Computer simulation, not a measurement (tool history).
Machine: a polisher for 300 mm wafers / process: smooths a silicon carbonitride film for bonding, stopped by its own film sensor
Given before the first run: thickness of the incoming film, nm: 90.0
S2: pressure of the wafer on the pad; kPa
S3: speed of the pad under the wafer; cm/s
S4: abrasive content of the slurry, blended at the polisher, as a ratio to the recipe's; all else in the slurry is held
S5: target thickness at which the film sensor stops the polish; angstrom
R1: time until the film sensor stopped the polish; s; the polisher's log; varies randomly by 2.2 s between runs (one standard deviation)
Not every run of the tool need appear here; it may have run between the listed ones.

Run 1, hour 0.0: flow of slurry (ml/min) 280, S2 18.6 kPa, S3 84 cm/s, S4 1.0, S5 630 angstrom. Result: R1 122.59 s.
Run 2, hour 4.4: flow of slurry (ml/min) 225, S2 18.6 kPa, S3 84 cm/s, S4 1.0, S5 630 angstrom. Result: R1 124.70 s.
Run 3, hour 7.8: flow of slurry (ml/min) 225, S2 18.6 kPa, S3 94 cm/s, S4 1.0, S5 630 angstrom. Result: R1 118.40 s.
Run 4, hour 16.0: flow of slurry (ml/min) 225, S2 14.5 kPa, S3 94 cm/s, S4 1.0, S5 630 angstrom. Result: R1 142.93 s.
At hour 21.2: worn pad replaced by a new one.
Run 5, hour 21.2: flow of slurry (ml/min) 225, S2 14.5 kPa, S3 110 cm/s, S4 1.0, S5 630 angstrom. Result: R1 120.92 s.
Run 6, hour 25.5: flow of slurry (ml/min) 225, S2 14.5 kPa, S3 90 cm/s, S4 1.0, S5 630 angstrom. Result: R1 138.48 s.
Run 7, hour 29.0: flow of slurry (ml/min) 225, S2 13.8 kPa, S3 90 cm/s, S4 1.0, S5 630 angstrom. Result: R1 142.03 s.

What will run 8 give?
Run 8, hour 33.5: flow of slurry (ml/min) 225, S2 13.8 kPa, S3 90 cm/s, S4 1.0, S5 630 angstrom. Result: R1 ?.

{"run 8": {"R1": 140.89}}
